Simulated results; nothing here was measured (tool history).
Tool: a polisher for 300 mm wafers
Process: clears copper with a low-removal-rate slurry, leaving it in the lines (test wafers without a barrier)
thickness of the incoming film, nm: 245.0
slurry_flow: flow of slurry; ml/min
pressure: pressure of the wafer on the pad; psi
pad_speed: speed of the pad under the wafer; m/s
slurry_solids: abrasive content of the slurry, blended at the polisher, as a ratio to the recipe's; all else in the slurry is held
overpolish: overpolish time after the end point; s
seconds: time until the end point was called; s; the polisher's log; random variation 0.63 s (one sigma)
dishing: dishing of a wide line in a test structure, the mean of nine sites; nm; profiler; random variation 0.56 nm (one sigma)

{"run": 1, "hour": 0.0, "slurry_flow": 280, "pressure": 3.2, "pad_speed": 0.86, "slurry_solids": 1.0, "overpolish": 28, "seconds": 70.501, "dishing": 52.671}
{"run": 2, "hour": 7.1, "slurry_flow": 280, "pressure": 2.9, "pad_speed": 0.86, "slurry_solids": 1.0, "overpolish": 28, "seconds": 78.819, "dishing": 50.291}
{"run": 3, "hour": 15.0, "slurry_flow": 325, "pressure": 2.9, "pad_speed": 0.86, "slurry_solids": 1.0, "overpolish": 28, "seconds": 75.075, "dishing": 49.749}
{"run": 4, "hour": 15.8, "slurry_flow": 325, "pressure": 2.9, "pad_speed": 0.76, "slurry_solids": 1.0, "overpolish": 28, "seconds": 84.862, "dishing": 44.855}
{"run": 5, "hour": 18.9, "slurry_flow": 325, "pressure": 2.9, "pad_speed": 0.62, "slurry_solids": 1.0, "overpolish": 28, "seconds": 103.31, "dishing": 39.867}
{"run": 6, "hour": 20.3, "slurry_flow": 325, "pressure": 2.9, "pad_speed": 0.62, "slurry_solids": 1.0, "overpolish": 18, "seconds": 100.56, "dishing": 29.031}
{"run": 7, "hour": 25.7, "slurry_flow": 355, "pressure": 3.4, "pad_speed": 0.6, "slurry_solids": 1.1, "overpolish": 15, "seconds": 88.801, "dishing": 27.311}
{"run": 8, "hour": 30.6, "slurry_flow": 375, "pressure": 3.8, "pad_speed": 0.6, "slurry_solids": 1.2, "overpolish": 13, "seconds": 79.325, "dishing": 25.993}

Run 9 comes next. What will it give?
{"run": 9, "hour": 35.8, "slurry_flow": 390, "pressure": 4.1, "pad_speed": 0.62, "slurry_solids": 1.25, "overpolish": 12, "seconds": "?", "dishing": "?"}

seconds: 69.696 s
dishing: 28.352 nm
